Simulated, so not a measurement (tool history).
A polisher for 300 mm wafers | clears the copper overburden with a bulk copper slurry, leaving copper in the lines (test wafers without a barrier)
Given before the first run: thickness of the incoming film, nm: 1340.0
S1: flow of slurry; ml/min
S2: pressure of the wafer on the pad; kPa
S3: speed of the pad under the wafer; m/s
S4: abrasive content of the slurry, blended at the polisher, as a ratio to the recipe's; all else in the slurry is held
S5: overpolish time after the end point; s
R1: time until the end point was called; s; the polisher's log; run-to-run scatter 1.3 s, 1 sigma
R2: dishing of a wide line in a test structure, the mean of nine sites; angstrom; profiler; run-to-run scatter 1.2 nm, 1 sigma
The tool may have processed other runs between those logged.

run,hour,S1,S2,S3,S4,S5,R1,R2
1,0.0,145,17.2,1.08,1.00,14,132.62,757.43
2,0.9,110,17.2,1.08,1.00,14,141.51,703.58
3,3.6,110,17.2,1.08,0.90,14,144.90,739.76
4,9.5,110,17.2,1.08,0.90,19,147.13,852.33
5,16.9,110,17.2,0.92,0.90,19,168.52,801.88
6,24.2,110,17.2,1.04,0.90,19,149.95,853.14
7,31.5,130,19.3,1.08,1.00,15,122.81,809.94

Run 8, settings as shown, results not yet in. Your forecast:
8,36.0,145,20.7,1.08,1.05,13,?,?

Run 8 measured R1 115.52 s, R2 788.65 angstrom.
